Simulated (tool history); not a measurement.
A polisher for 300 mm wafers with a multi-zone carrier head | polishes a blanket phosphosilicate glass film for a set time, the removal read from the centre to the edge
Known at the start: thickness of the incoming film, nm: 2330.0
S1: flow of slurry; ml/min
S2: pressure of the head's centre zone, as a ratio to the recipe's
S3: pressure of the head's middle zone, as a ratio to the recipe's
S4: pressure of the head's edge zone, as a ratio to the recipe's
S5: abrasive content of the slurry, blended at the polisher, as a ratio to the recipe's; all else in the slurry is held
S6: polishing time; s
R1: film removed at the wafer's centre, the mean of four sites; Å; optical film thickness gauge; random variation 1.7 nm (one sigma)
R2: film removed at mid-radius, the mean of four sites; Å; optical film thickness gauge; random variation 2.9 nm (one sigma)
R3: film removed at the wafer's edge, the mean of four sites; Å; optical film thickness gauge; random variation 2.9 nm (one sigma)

run	hour	S1	S2	S3	S4	S5	S6	R1	R2	R3
1	0.0	170	1.00	1.00	1.00	1.00	41	2297.5	2327.1	2232.2
2	6.5	170	1.00	1.00	1.07	1.00	41	2281.7	2312.0	2286.6
3	11.1	165	0.98	1.00	1.06	0.95	41	2173.7	2283.2	2262.7
4	17.5	165	0.98	1.00	1.06	1.05	41	2291.7	2334.9	2334.1
5	18.6	200	0.98	1.00	1.06	1.05	41	2335.8	2423.4	2414.6
6	26.1	195	0.96	0.99	1.05	1.00	41	2229.8	2355.6	2319.3

The next listed run, before its measurement:
7	33.2	190	0.94	0.98	1.04	0.95	41	?	?	?

{"run 7": {"R1": 2134.4, "R2": 2325.0, "R3": 2202.9}}
